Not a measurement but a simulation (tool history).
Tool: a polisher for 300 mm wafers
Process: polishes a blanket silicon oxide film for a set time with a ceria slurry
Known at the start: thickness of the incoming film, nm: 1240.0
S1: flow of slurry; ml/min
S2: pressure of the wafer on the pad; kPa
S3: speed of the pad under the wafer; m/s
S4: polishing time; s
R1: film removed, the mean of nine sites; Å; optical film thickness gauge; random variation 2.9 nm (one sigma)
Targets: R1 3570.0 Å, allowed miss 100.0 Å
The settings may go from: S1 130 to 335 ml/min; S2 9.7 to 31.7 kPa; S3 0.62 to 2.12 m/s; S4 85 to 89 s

run  hour   S1    S2    S3  S4      R1
  1   0.0  215  20.7  1.36  85  5166.1
  2   7.1  170  20.7  1.36  85  5060.1
  3  15.7  170  20.7  1.36  85  5086.9
  4  18.1  170  20.7  1.36  89  5336.1
  5  19.8  170  20.7  1.36  89  5326.1
  6  26.0  170  20.7  1.36  89  5401.6
  7  31.6  170  18.6  1.36  89  4777.1
     36.7  -- worn pad replaced by a new one
  8  36.7  170  17.2  1.36  89  4926.9
  9  39.7  170  15.9  1.32  89  4565.2
 10  41.0  170  14.5  1.30  89  4108.3
 11  44.0  170  13.8  1.30  89  3975.4
 12  52.7  170  13.1  1.30  89  3709.0

Which of these 4 next moves meets every target?
  A  61.4  185  12.4  1.34  89   ?
  B  61.4  165  12.4  1.44  87   ?
  C  61.4  225  13.1  1.14  89   ?
  D  61.4  170  14.5  1.28  85   ?

move      R1
   A  3798.5
   B  3856.5
   C  3601.0
   D  3921.3
A: further off than the last run
B: further off than the last run
C: meets every target
D: further off than the last run
Answer: C

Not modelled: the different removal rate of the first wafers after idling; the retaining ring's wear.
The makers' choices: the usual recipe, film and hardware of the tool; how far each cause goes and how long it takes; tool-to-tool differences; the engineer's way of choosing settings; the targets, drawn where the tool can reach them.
